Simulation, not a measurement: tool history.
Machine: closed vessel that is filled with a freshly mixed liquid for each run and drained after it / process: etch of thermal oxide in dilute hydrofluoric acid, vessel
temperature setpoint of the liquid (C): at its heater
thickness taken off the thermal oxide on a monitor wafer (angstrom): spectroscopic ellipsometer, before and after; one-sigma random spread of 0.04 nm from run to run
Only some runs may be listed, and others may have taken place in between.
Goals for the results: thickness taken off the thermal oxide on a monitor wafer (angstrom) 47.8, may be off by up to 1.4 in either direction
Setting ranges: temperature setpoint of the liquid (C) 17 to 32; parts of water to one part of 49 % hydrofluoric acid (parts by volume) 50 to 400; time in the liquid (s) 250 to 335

run  hour  temperature setpoint of the liquid (C)  parts of water to one part of 49 % hydrofluoric acid (parts by volume)  time in the liquid (s)  thickness taken off the thermal oxide on a monitor wafer (angstrom)
  1     0                                      24                                                                     225                     335                                                               56.901
  2   3.4                                    26.5                                                                     225                     335                                                               61.534
  3     9                                    24.5                                                                     225                     335                                                               57.816
  4    18                                    24.5                                                                     225                     250                                                               43.066
  5  23.6                                      25                                                                     225                     250                                                               44.281
  6  25.2                                      25                                                                     300                     250                                                               30.633
  7  32.9                                    26.5                                                                     295                     250                                                               33.559
  8    38                                    27.5                                                                     290                     250                                                               34.842
  9  42.6                                    28.5                                                                     285                     250                                                               37.035
 10  44.6                                      29                                                                     280                     250                                                               38.707
 11  45.8                                    29.5                                                                     275                     250                                                                40.15
 12  52.1                                      30                                                                     270                     250                                                               41.393
 13  56.2                                    30.5                                                                     265                     250                                                               43.603
 14  58.7                                      31                                                                     265                     250                                                               44.456

Exercise: of the 5 proposed moves below, exactly one satisfies all targets within the stated allowed misses. Which move is it?
  A  61.2                                    30.5                                                                     285                     280                                                                    ?
  B  61.2                                    30.5                                                                     260                     255                                                                    ?
  C  61.2                                    25.5                                                                     260                     295                                                                    ?
  D  61.2                                      29                                                                     265                     310                                                                    ?
  E  61.2                                      29                                                                     250                     265                                                                    ?

move  thickness taken off the thermal oxide on a monitor wafer (angstrom)
   A                                                               44.482
   B                                                               45.691
   C                                                               44.616
   D                                                               51.562
   E                                                               47.518
A: neither nearer nor further off than the last run
B: closer than the last run, but not yet in spec
C: neither nearer nor further off than the last run
D: carries the result that was furthest off beyond its target, to the other side
E: meets every target
E meets every target.

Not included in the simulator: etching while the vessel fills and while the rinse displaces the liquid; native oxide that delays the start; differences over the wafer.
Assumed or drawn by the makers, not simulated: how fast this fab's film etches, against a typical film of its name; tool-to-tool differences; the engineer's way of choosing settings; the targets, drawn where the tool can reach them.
